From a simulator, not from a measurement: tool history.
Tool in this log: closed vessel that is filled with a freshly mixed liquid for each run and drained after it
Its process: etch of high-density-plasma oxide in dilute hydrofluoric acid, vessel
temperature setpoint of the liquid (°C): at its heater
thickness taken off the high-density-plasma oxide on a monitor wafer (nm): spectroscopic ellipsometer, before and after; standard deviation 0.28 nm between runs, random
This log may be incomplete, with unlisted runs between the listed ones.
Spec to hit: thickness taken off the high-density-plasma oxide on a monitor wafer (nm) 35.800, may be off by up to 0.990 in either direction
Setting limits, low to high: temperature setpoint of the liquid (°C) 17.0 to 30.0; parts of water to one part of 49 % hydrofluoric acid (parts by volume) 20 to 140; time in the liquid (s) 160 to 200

run	hour	temperature setpoint of the liquid (°C)	parts of water to one part of 49 % hydrofluoric acid (parts by volume)	time in the liquid (s)	thickness taken off the high-density-plasma oxide on a monitor wafer (nm)
1	0.0	22.0	75	200	21.744
2	6.0	24.0	70	200	25.040
3	9.6	26.5	70	200	27.912
4	11.3	26.5	45	200	45.222
5	17.4	26.5	45	200	45.503
6	24.7	25.0	45	200	42.695
7	28.3	24.0	45	200	41.048
8	31.1	23.0	45	200	38.973

Which single option among these 4 for the next run brings every result within its allowed miss of target? Just one does.
A	33.9	24.0	55	200	?
B	33.9	22.5	45	175	?
C	33.9	21.5	45	195	?
D	33.9	24.0	45	190	?

move	thickness taken off the high-density-plasma oxide on a monitor wafer (nm)
A	33.100
B	33.704
C	36.012
D	38.946
A: pushes the last run's worst result past its target
B: pushes the last run's worst result past its target
C: every result within its allowed miss
D: no nearer and no further than the last run
Go with C: it meets all targets.
